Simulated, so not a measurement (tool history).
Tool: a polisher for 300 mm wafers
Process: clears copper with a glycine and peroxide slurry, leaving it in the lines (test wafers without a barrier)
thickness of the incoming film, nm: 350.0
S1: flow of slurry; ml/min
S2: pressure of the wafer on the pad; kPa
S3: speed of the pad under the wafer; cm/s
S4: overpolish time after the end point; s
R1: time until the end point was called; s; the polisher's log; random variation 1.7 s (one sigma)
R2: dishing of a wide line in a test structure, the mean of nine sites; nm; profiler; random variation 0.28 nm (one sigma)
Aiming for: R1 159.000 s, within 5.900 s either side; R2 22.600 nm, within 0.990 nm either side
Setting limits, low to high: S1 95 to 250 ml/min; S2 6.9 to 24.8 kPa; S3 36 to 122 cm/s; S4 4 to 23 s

| run | day | S1 | S2 | S3 | S4 | R1 | R2 |
|---|---|---|---|---|---|---|---|
| 1 | 0.000 | 160 | 15.9 | 78 | 12 | 117.540 | 20.830 |
| 2 | 0.167 | 160 | 15.9 | 78 | 10 | 115.640 | 18.233 |
| 3 | 0.292 | 160 | 15.9 | 78 | 5 | 114.450 | 10.278 |
| 4 | 0.442 | 155 | 14.5 | 76 | 7 | 126.460 | 12.640 |
| 5 | 0.662 | 155 | 16.5 | 76 | 7 | 113.930 | 13.484 |
| 6 | 0.888 | 155 | 20.0 | 76 | 7 | 97.888 | 15.770 |
| 7 | 1.133 | 150 | 18.6 | 70 | 9 | 112.470 | 17.263 |
| 8 | 1.275 | 135 | 14.5 | 66 | 15 | 142.370 | 20.826 |
| 9 | 1.338 | 135 | 13.8 | 66 | 16 | 146.230 | 21.388 |
| 10 | 1.371 | 130 | 13.1 | 64 | 17 | 154.040 | 21.269 |
|  | 1.446 | worn pad replaced by a new one |
| 11 | 1.446 | 135 | 13.1 | 64 | 18 | 137.430 | 24.537 |
| 12 | 1.592 | 125 | 13.1 | 64 | 18 | 138.370 | 23.838 |
| 13 | 1.812 | 130 | 12.4 | 64 | 18 | 143.140 | 24.039 |

5 candidate next runs follow, results not yet known. Just one meets every target within its allowed miss. Identify it.
| A | 2.033 | 100 | 13.8 | 72 | 18 | ? | ? |
| B | 2.033 | 140 | 11.0 | 72 | 16 | ? | ? |
| C | 2.033 | 120 | 12.4 | 72 | 17 | ? | ? |
| D | 2.033 | 115 | 13.1 | 54 | 18 | ? | ? |
| E | 2.033 | 150 | 11.0 | 72 | 18 | ? | ? |

| move | R1 | R2 |
|---|---|---|
| A | 131.810 | 25.229 |
| B | 141.370 | 22.450 |
| C | 135.130 | 24.016 |
| D | 157.750 | 22.924 |
| E | 139.460 | 24.511 |
A: further off than the last run
B: further off than the last run
C: further off than the last run
D: all results in spec
E: further off than the last run
D is the move that brings every result within its allowed miss.

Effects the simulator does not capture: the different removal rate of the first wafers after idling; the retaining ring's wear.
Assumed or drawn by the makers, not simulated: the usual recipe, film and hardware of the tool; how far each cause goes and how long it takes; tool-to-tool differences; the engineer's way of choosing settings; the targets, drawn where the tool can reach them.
